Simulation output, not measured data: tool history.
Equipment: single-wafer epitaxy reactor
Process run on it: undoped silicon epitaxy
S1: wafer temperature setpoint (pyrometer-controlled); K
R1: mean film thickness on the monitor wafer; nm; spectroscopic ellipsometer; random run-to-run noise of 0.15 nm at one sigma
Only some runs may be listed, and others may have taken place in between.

{"run": 1, "day": 0.0, "S1": 908.15, "deposition time (s)": 209, "R1": 26.403}
{"run": 2, "day": 0.075, "S1": 911.15, "deposition time (s)": 209, "R1": 28.264}
{"run": 3, "day": 0.096, "S1": 914.15, "deposition time (s)": 209, "R1": 29.995}
{"run": 4, "day": 0.425, "S1": 907.15, "deposition time (s)": 209, "R1": 26.075}
{"run": 5, "day": 0.562, "S1": 911.15, "deposition time (s)": 209, "R1": 28.125}
{"run": 6, "day": 0.862, "S1": 914.15, "deposition time (s)": 209, "R1": 29.835}

For run 7, what comes out?
{"run": 7, "day": 1.054, "S1": 917.15, "deposition time (s)": 209, "R1": "?"}

R1: 31.653 nm
